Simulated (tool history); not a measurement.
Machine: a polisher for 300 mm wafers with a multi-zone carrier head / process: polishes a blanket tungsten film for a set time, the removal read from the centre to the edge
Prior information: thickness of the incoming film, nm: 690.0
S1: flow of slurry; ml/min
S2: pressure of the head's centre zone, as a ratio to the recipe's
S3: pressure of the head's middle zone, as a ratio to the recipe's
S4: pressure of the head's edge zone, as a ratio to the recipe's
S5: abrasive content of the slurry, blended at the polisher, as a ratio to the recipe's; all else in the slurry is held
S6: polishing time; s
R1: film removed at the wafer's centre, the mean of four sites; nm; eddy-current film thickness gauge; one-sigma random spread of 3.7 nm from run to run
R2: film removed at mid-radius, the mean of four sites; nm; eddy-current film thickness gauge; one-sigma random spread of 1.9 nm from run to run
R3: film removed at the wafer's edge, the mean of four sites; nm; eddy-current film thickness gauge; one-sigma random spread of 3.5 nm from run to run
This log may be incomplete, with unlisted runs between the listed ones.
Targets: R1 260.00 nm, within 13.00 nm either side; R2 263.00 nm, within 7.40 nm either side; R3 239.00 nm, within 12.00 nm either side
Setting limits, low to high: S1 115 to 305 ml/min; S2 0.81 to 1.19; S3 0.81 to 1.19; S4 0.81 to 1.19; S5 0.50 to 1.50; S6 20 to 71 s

run,day,S1,S2,S3,S4,S5,S6,R1,R2,R3
1,0.000,195,1.00,1.00,1.00,1.00,45,186.40,185.57,187.37
2,0.108,210,1.03,1.04,1.02,1.15,46,202.92,203.32,201.43
3,0.388,220,1.06,1.08,1.03,1.25,47,224.21,220.18,207.08
4,0.508,220,1.06,1.08,1.10,1.25,47,219.65,218.10,219.41
5,0.738,220,1.06,1.05,1.10,1.25,47,218.08,215.65,217.94
6,0.900,220,1.00,1.05,1.10,1.25,47,202.78,216.59,216.33
7,1.225,270,1.10,1.15,1.12,1.50,48,246.11,252.35,237.59
8,1.600,270,1.11,1.16,1.12,1.50,48,252.85,255.16,237.56

Consider the 5 candidate settings below. Which is the only one whose results all fall within their allowed miss of target?
A,1.975,305,1.10,1.13,1.03,1.50,50,?,?,?
B,1.975,305,1.04,1.19,1.19,1.40,48,?,?,?
C,1.975,270,0.99,1.12,1.19,1.50,51,?,?,?
D,1.975,255,1.11,1.16,1.09,1.40,48,?,?,?
E,1.975,290,1.14,1.08,1.19,1.50,49,?,?,?

move,R1,R2,R3
A,259.83,259.93,236.74
B,231.93,256.62,240.30
C,235.64,260.54,257.89
D,243.46,247.20,227.19
E,262.65,243.92,249.03
A: meets every target
B: the furthest-off result lands on target, but another misses its tolerance
C: the furthest-off result lands on target, but another misses its tolerance
D: further off than the last run
E: further off than the last run
The move that meets every target is A.

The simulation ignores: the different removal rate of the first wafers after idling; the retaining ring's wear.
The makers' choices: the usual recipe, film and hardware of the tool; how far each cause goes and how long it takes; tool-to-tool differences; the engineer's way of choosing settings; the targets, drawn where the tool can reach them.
